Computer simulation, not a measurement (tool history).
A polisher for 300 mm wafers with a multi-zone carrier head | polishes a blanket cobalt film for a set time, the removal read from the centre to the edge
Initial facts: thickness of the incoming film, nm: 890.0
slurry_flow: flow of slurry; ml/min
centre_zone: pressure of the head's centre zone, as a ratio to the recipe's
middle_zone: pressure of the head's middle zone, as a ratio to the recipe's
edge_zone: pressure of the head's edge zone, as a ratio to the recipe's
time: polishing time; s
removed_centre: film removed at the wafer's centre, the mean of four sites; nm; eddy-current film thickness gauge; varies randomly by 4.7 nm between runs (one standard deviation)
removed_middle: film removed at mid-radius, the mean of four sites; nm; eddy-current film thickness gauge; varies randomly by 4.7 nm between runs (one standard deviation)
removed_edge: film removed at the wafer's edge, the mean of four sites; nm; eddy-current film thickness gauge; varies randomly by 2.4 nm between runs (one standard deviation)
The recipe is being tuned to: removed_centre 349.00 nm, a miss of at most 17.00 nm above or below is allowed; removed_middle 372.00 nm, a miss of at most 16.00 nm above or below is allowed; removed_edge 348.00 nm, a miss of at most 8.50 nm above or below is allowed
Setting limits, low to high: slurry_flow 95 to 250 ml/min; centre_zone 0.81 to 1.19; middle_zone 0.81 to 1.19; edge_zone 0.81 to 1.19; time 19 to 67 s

| run | hour | slurry_flow | centre_zone | middle_zone | edge_zone | time | removed_centre | removed_middle | removed_edge |
|---|---|---|---|---|---|---|---|---|---|
| 1 | 0.0 | 160 | 1.00 | 1.00 | 1.00 | 43 | 237.02 | 244.59 | 238.69 |
| 2 | 1.1 | 160 | 1.00 | 1.00 | 1.08 | 43 | 229.64 | 237.24 | 246.38 |
| 3 | 3.0 | 160 | 1.08 | 1.00 | 1.08 | 43 | 247.15 | 237.07 | 247.88 |
| 4 | 9.6 | 160 | 1.16 | 1.00 | 1.08 | 43 | 258.29 | 240.39 | 244.43 |
| 5 | 13.8 | 160 | 1.16 | 1.00 | 1.08 | 37 | 224.34 | 209.43 | 214.30 |
| 6 | 19.8 | 160 | 1.16 | 1.00 | 1.01 | 37 | 229.76 | 206.21 | 205.35 |
| 7 | 27.3 | 175 | 1.15 | 1.04 | 1.06 | 43 | 265.70 | 250.63 | 246.46 |
| 8 | 34.7 | 190 | 1.14 | 1.08 | 1.10 | 47 | 299.00 | 282.16 | 276.68 |
| 9 | 43.7 | 190 | 1.11 | 1.12 | 1.12 | 50 | 298.37 | 308.93 | 297.85 |
| 10 | 49.6 | 200 | 1.11 | 1.14 | 1.13 | 52 | 315.31 | 328.22 | 310.00 |
| 11 | 55.4 | 205 | 1.11 | 1.15 | 1.14 | 53 | 318.43 | 341.30 | 322.52 |
| 12 | 57.9 | 210 | 1.12 | 1.16 | 1.15 | 54 | 333.88 | 346.55 | 329.14 |
| 13 | 61.9 | 215 | 1.12 | 1.17 | 1.15 | 55 | 348.84 | 363.73 | 340.17 |
| 14 | 63.5 | 215 | 1.12 | 1.17 | 1.15 | 55 | 342.62 | 355.54 | 337.84 |
| 15 | 72.4 | 215 | 1.12 | 1.18 | 1.15 | 55 | 342.73 | 362.00 | 337.40 |
| 16 | 73.7 | 220 | 1.12 | 1.18 | 1.16 | 55 | 345.51 | 365.73 | 338.71 |

Of the 4 settings listed for the next run, only one would bring every result within its allowed miss of target. Which one?
| A | 75.0 | 240 | 1.09 | 1.16 | 1.08 | 55 | ? | ? | ? |
| B | 75.0 | 195 | 1.01 | 1.14 | 1.14 | 57 | ? | ? | ? |
| C | 75.0 | 245 | 1.10 | 1.16 | 1.16 | 56 | ? | ? | ? |
| D | 75.0 | 240 | 1.19 | 1.17 | 1.08 | 52 | ? | ? | ? |

| move | removed_centre | removed_middle | removed_edge |
|---|---|---|---|
| A | 344.40 | 371.10 | 328.58 |
| B | 326.95 | 368.09 | 342.73 |
| C | 354.06 | 378.80 | 347.66 |
| D | 347.44 | 353.34 | 310.61 |
A: further off than the last run
B: brings the last run's worst result on target, with another outside its allowed miss
C: hits every target within its allowed miss
D: further off than the last run
The move that meets every target is C.
